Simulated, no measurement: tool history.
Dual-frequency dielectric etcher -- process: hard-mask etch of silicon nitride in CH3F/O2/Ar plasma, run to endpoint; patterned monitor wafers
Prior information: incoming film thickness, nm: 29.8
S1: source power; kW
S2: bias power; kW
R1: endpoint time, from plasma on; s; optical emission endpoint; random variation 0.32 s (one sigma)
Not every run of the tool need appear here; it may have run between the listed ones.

Run 1, day 0.000: S1 0.300 kW, S2 0.096 kW. Result: R1 45.042 s.
Run 2, day 0.117: S1 0.300 kW, S2 0.102 kW. Result: R1 44.055 s.
Run 3, day 0.462: S1 0.300 kW, S2 0.089 kW. Result: R1 46.548 s.
Run 4, day 0.583: S1 0.290 kW, S2 0.088 kW. Result: R1 47.585 s.
Run 5, day 0.667: S1 0.290 kW, S2 0.105 kW. Result: R1 44.787 s.
Run 6, day 1.012: S1 0.290 kW, S2 0.090 kW. Result: R1 47.674 s.

For run 7, what comes out?
Run 7, day 1.183: S1 0.280 kW, S2 0.090 kW. Result: R1 ?.

R1: 48.153 s
